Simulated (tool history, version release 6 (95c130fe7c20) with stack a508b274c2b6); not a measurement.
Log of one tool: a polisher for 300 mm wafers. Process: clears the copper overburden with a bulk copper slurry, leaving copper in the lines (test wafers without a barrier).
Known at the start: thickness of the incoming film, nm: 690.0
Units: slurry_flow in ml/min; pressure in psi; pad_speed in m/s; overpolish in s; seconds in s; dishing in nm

run,hour,slurry_flow,pressure,pad_speed,slurry_solids,overpolish,seconds,dishing
1,0,160,1.9,0.88,1,15,114.72,48.768
2,8.4,160,1.5,0.88,1,15,142.53,39.158
3,14.8,160,1.5,0.88,1,14,145.99,36.891
4,18.1,160,1.5,0.88,1.1,14,138.83,39.683
5,25,160,1.5,0.88,1.3,14,134.62,41.244
6,30.3,160,1.5,0.88,1.3,13,135.68,37.982
7,33.8,160,1.5,0.88,1.3,12,136.61,35.914
8,41.7,160,1.5,0.88,1.3,11,133.55,33.893

The next listed run, before its measurement:
9,43.1,155,1.2,0.88,1.3,9,?,?

{"run 9": {"seconds": 168.53, "dishing": 24.519}}
